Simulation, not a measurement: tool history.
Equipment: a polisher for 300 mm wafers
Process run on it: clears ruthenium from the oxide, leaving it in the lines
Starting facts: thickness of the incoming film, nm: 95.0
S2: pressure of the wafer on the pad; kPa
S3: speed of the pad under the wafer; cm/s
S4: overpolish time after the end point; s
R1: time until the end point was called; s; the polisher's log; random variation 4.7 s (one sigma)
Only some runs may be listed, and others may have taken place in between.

Run 1, hour 0.0: flow of slurry (ml/min) 250, S2 12.4 kPa, S3 114 cm/s, S4 4 s. Result: R1 94.981 s.
Run 2, hour 8.7: flow of slurry (ml/min) 250, S2 11.0 kPa, S3 106 cm/s, S4 4 s. Result: R1 113.980 s.
Run 3, hour 16.9: flow of slurry (ml/min) 250, S2 11.0 kPa, S3 106 cm/s, S4 4 s. Result: R1 116.910 s.
Run 4, hour 19.8: flow of slurry (ml/min) 250, S2 11.0 kPa, S3 80 cm/s, S4 4 s. Result: R1 147.260 s.
Run 5, hour 23.8: flow of slurry (ml/min) 250, S2 10.3 kPa, S3 78 cm/s, S4 4 s. Result: R1 159.290 s.
Run 6, hour 25.4: flow of slurry (ml/min) 250, S2 10.3 kPa, S3 104 cm/s, S4 4 s. Result: R1 123.750 s.
Run 7, hour 31.9: flow of slurry (ml/min) 250, S2 10.3 kPa, S3 104 cm/s, S4 4 s. Result: R1 123.570 s.

What will run 8 give?
Run 8, hour 34.1: flow of slurry (ml/min) 250, S2 9.7 kPa, S3 98 cm/s, S4 4 s. Result: R1 ?.

{"run 8": {"R1": 139.71}}
